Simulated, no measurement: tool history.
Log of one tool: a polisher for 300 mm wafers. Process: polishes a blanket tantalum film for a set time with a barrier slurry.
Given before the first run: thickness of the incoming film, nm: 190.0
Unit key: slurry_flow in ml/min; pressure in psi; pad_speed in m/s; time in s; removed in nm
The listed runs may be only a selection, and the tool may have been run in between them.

run	day	slurry_flow	pressure	pad_speed	slurry_solids	time	removed
1	0.000	265	1.3	1.02	1.00	80	95.833
2	0.262	235	1.3	1.02	1.00	80	93.842
3	0.492	230	1.1	0.94	1.00	80	76.624
4	0.708	230	1.1	0.94	1.15	80	79.154
5	0.800	230	1.1	0.82	1.15	80	68.430
6	0.875	230	1.1	0.82	1.25	80	70.243

For run 7, what comes out?
7	1.000	230	1.0	0.76	1.25	80	?

Run 7 measured removed 59.243 nm.

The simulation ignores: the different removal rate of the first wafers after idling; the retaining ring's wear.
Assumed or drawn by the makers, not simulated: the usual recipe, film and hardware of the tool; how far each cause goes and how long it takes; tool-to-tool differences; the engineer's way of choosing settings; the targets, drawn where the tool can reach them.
